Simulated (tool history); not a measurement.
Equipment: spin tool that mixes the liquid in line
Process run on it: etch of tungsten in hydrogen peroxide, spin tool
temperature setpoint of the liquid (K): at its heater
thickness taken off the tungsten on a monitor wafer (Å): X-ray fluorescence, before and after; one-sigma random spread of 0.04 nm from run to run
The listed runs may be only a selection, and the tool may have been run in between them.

run	hour	temperature setpoint of the liquid (K)	concentration of hydrogen peroxide in the mixed liquid (% by weight)	time under the liquid (s)	thickness taken off the tungsten on a monitor wafer (Å)
1	0	328.15	20	15	203.54
2	1.3	328.15	22	15	212.92
3	6.8	328.15	22	15	213.04
4	9.1	328.15	22	15	212.71
5	10.4	326.15	22	15	188.88
6	19.2	324.65	22	15	172.13
7	26.5	323.15	22	15	156.74
8	31.5	322.15	22	15	145.85

Expected results for the next run?
9	37.9	321.65	22	15	?

{"run 9": {"thickness taken off the tungsten on a monitor wafer (Å)": 143.07}}
